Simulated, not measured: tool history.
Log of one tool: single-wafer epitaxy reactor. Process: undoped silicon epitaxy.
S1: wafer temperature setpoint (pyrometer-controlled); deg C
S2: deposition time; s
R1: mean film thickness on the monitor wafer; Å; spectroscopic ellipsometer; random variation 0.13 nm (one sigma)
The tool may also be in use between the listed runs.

| run | hour | S1 | S2 | R1 |
|---|---|---|---|---|
| 1 | 0 | 655 | 282 | 536.26 |
| 2 | 1 | 655 | 251 | 476.87 |
| 3 | 3.9 | 655 | 210 | 399.37 |
| 4 | 8.3 | 660 | 210 | 441.56 |
| 5 | 12.5 | 660 | 229 | 482.5 |
| 6 | 13.5 | 660 | 266 | 561.94 |

Run 7 comes next. What will it give?
| 7 | 19.1 | 661 | 266 | ? |

R1: 571.4 Å

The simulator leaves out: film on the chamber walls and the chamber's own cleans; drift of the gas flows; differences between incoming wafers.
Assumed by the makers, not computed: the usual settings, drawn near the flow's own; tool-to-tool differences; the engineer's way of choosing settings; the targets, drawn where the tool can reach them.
